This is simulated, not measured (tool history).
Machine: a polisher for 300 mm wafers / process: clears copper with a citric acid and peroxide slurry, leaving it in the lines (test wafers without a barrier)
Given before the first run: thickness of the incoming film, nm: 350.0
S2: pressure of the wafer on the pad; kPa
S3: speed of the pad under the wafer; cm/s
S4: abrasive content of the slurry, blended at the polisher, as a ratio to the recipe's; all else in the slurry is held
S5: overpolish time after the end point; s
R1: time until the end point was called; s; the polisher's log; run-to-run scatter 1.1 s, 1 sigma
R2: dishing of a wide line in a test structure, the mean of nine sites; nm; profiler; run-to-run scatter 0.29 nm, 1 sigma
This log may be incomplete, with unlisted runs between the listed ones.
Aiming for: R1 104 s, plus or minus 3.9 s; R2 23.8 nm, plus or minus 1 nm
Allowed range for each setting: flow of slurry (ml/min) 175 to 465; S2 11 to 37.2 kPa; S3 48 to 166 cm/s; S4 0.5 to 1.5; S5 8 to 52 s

Run 1, hour 0: flow of slurry (ml/min) 295, S2 24.1 kPa, S3 106 cm/s, S4 1, S5 26 s. Result: R1 160.28 s, R2 28.506 nm.
Run 2, hour 8.1: flow of slurry (ml/min) 295, S2 25.5 kPa, S3 106 cm/s, S4 1, S5 24 s. Result: R1 150.26 s, R2 28.212 nm.
Run 3, hour 15.8: flow of slurry (ml/min) 295, S2 25.5 kPa, S3 122 cm/s, S4 1, S5 24 s. Result: R1 131.3 s, R2 30.675 nm.
Run 4, hour 17.3: flow of slurry (ml/min) 295, S2 25.5 kPa, S3 104 cm/s, S4 1, S5 24 s. Result: R1 153.64 s, R2 27.571 nm.
Run 5, hour 23.8: flow of slurry (ml/min) 295, S2 26.9 kPa, S3 104 cm/s, S4 1, S5 22 s. Result: R1 143.1 s, R2 26.941 nm.
Run 6, hour 31.3: flow of slurry (ml/min) 295, S2 27.6 kPa, S3 104 cm/s, S4 1, S5 21 s. Result: R1 140.09 s, R2 26.508 nm.
Run 7, hour 39.7: flow of slurry (ml/min) 295, S2 28.3 kPa, S3 104 cm/s, S4 1, S5 20 s. Result: R1 137.42 s, R2 26.746 nm.
Run 8, hour 45.1: flow of slurry (ml/min) 295, S2 33.1 kPa, S3 118 cm/s, S4 1, S5 8 s. Result: R1 103.29 s, R2 16.612 nm.
Run 9, hour 48.7: flow of slurry (ml/min) 320, S2 29.6 kPa, S3 124 cm/s, S4 1.15, S5 18 s. Result: R1 107.02 s, R2 28.18 nm.
At hour 51.3: worn pad replaced by a new one.
Run 10, hour 51.3: flow of slurry (ml/min) 315, S2 29.6 kPa, S3 124 cm/s, S4 1.1, S5 18 s. Result: R1 94.399 s, R2 31.102 nm.
Run 11, hour 55.1: flow of slurry (ml/min) 315, S2 29.6 kPa, S3 124 cm/s, S4 1.1, S5 18 s. Result: R1 94.798 s, R2 30.711 nm.
Run 12, hour 61.7: flow of slurry (ml/min) 310, S2 29.6 kPa, S3 124 cm/s, S4 1.1, S5 18 s. Result: R1 97.01 s, R2 31.267 nm.
Run 13, hour 64.8: flow of slurry (ml/min) 310, S2 29.6 kPa, S3 124 cm/s, S4 1.05, S5 18 s. Result: R1 96.76 s, R2 30.907 nm.

Below are 5 possible settings for the next run. Only one of them brings all results inside the allowed miss of their targets. Which is it?
Run A, hour 67.9: flow of slurry (ml/min) 255, S2 32.4 kPa, S3 132 cm/s, S4 1, S5 20 s. Result: R1 ?, R2 ?.
Run B, hour 67.9: flow of slurry (ml/min) 245, S2 25.5 kPa, S3 144 cm/s, S4 0.9, S5 28 s. Result: R1 ?, R2 ?.
Run C, hour 67.9: flow of slurry (ml/min) 305, S2 28.3 kPa, S3 116 cm/s, S4 1.2, S5 17 s. Result: R1 ?, R2 ?.
Run D, hour 67.9: flow of slurry (ml/min) 285, S2 31 kPa, S3 132 cm/s, S4 1.05, S5 13 s. Result: R1 ?, R2 ?.
Run E, hour 67.9: flow of slurry (ml/min) 310, S2 29 kPa, S3 118 cm/s, S4 1.05, S5 13 s. Result: R1 ?, R2 ?.

move      R1      R2
   A  86.124  34.801
   B  102.48  37.246
   C  105.69  28.188
   D  87.934   26.74
   E  104.06  23.838
A: misses by more than the last run did
B: misses by more than the last run did
C: better than the last run, though not everything is in spec
D: better than the last run, though not everything is in spec
E: every result within its allowed miss
The right move is E.
